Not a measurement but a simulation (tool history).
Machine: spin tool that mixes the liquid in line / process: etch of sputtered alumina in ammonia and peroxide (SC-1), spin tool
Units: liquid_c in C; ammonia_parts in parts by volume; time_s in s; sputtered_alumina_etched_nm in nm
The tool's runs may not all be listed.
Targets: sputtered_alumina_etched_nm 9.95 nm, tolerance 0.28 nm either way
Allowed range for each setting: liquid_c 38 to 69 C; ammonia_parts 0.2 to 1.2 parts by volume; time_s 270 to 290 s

{"run": 1, "hour": 0.0, "liquid_c": 53, "ammonia_parts": 0.7, "time_s": 270, "sputtered_alumina_etched_nm": 13.349}
{"run": 2, "hour": 2.6, "liquid_c": 53, "ammonia_parts": 0.7, "time_s": 270, "sputtered_alumina_etched_nm": 13.124}
{"run": 3, "hour": 4.9, "liquid_c": 46.5, "ammonia_parts": 0.7, "time_s": 270, "sputtered_alumina_etched_nm": 9.1612}
{"run": 4, "hour": 13.3, "liquid_c": 39.5, "ammonia_parts": 0.7, "time_s": 270, "sputtered_alumina_etched_nm": 5.9776}
{"run": 5, "hour": 22.0, "liquid_c": 39.5, "ammonia_parts": 0.6, "time_s": 270, "sputtered_alumina_etched_nm": 5.9315}
{"run": 6, "hour": 25.5, "liquid_c": 39.5, "ammonia_parts": 0.5, "time_s": 270, "sputtered_alumina_etched_nm": 5.9538}
{"run": 7, "hour": 29.0, "liquid_c": 41.5, "ammonia_parts": 0.5, "time_s": 270, "sputtered_alumina_etched_nm": 6.6219}
{"hour": 37.7, "done": "heated supply line repaired"}
{"run": 8, "hour": 37.7, "liquid_c": 43, "ammonia_parts": 0.5, "time_s": 270, "sputtered_alumina_etched_nm": 9.0675}
{"run": 9, "hour": 46.6, "liquid_c": 43.5, "ammonia_parts": 0.5, "time_s": 270, "sputtered_alumina_etched_nm": 9.4342}

4 next moves are on the table. One of them brings every result within its allowed miss. Which?
{"run": "A", "hour": 55.5, "liquid_c": 42, "ammonia_parts": 0.6, "time_s": 280, "sputtered_alumina_etched_nm": "?"}
{"run": "B", "hour": 55.5, "liquid_c": 41.5, "ammonia_parts": 0.6, "time_s": 270, "sputtered_alumina_etched_nm": "?"}
{"run": "C", "hour": 55.5, "liquid_c": 44, "ammonia_parts": 0.45, "time_s": 280, "sputtered_alumina_etched_nm": "?"}
{"run": "D", "hour": 55.5, "liquid_c": 42.5, "ammonia_parts": 0.25, "time_s": 290, "sputtered_alumina_etched_nm": "?"}

move=A sputtered_alumina_etched_nm=9.0128
move=B sputtered_alumina_etched_nm=8.4413
move=C sputtered_alumina_etched_nm=9.8428
move=D sputtered_alumina_etched_nm=8.838
A: lands further from the targets than the last run did
B: lands further from the targets than the last run did
C: in spec on every target
D: lands further from the targets than the last run did
C is the move that brings every result within its allowed miss.
